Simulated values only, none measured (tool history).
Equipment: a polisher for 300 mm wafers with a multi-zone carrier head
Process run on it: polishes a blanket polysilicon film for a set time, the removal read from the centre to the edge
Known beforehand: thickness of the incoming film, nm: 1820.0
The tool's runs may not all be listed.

run	hour	flow of slurry (ml/min)	pressure of the head's centre zone	pressure of the head's middle zone	pressure of the head's edge zone	polishing time (s)	film removed at the wafer's centre (nm)	film removed at mid-radius (nm)	film removed at the wafer's edge (nm)
1	0	290	1	1	1	67	568.98	552.88	565.18
2	1.7	290	1.03	1	0.96	65	576.82	540.6	525.97
3	9.7	290	1.03	1	0.91	65	570.1	538.74	512.39
4	15.3	285	1.04	0.99	0.89	64	568.46	526.33	500.51
5	22.2	285	1.04	0.99	0.89	50	445.13	418	391.44
6	26	290	1.07	1	0.92	51	470.74	421.91	399.42

Forecast run 7:
7	27.5	315	1.16	1.07	1.01	58	?	?	?

{"run 7": {"film removed at the wafer's centre (nm)": 580.11, "film removed at mid-radius (nm)": 517.35, "film removed at the wafer's edge (nm)": 487.23}}

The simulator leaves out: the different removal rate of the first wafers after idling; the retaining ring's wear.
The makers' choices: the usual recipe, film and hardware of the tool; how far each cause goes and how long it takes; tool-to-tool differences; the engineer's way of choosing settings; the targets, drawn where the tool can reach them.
